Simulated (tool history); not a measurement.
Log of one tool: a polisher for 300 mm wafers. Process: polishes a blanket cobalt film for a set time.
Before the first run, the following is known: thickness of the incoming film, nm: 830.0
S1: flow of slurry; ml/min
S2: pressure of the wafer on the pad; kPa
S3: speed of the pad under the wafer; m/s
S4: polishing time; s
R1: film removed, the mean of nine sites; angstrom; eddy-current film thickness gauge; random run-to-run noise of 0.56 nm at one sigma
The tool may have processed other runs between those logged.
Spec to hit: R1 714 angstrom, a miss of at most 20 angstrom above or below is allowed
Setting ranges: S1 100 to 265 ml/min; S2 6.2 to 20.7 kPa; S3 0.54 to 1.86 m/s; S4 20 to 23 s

run 1 hour=0 | S1=170 S2=13.1 S3=1.18 S4=23 | R1=1438.4
run 2 hour=2.5 | S1=165 S2=11 S3=1.14 S4=23 | R1=1226.6
run 3 hour=5 | S1=160 S2=9.7 S3=1.06 S4=23 | R1=1013.3
run 4 hour=12.7 | S1=120 S2=9.7 S3=1.06 S4=23 | R1=954.89
run 5 hour=21.5 | S1=120 S2=6.2 S3=1.06 S4=23 | R1=670.22
run 6 hour=28.5 | S1=130 S2=6.2 S3=1.06 S4=23 | R1=680.44
run 7 hour=37.3 | S1=135 S2=6.2 S3=1.06 S4=23 | R1=692.81
run 8 hour=44.7 | S1=140 S2=6.2 S3=1.06 S4=23 | R1=692

Exactly one of the 4 candidate moves below puts every result within its allowed miss. Which one?
run A hour=52.1 | S1=115 S2=6.9 S3=1.06 S4=23 | R1=?
run B hour=52.1 | S1=140 S2=9 S3=0.86 S4=23 | R1=?
run C hour=52.1 | S1=145 S2=8.3 S3=0.86 S4=22 | R1=?
run D hour=52.1 | S1=155 S2=6.2 S3=1.16 S4=20 | R1=?

move=A R1=718.96
move=B R1=756.74
move=C R1=683.9
move=D R1=673.93
A: all results land within tolerance of their targets
B: takes the biggest miss from the last run beyond its target
C: misses by more than the last run did
D: misses by more than the last run did
Move A is the one to make.

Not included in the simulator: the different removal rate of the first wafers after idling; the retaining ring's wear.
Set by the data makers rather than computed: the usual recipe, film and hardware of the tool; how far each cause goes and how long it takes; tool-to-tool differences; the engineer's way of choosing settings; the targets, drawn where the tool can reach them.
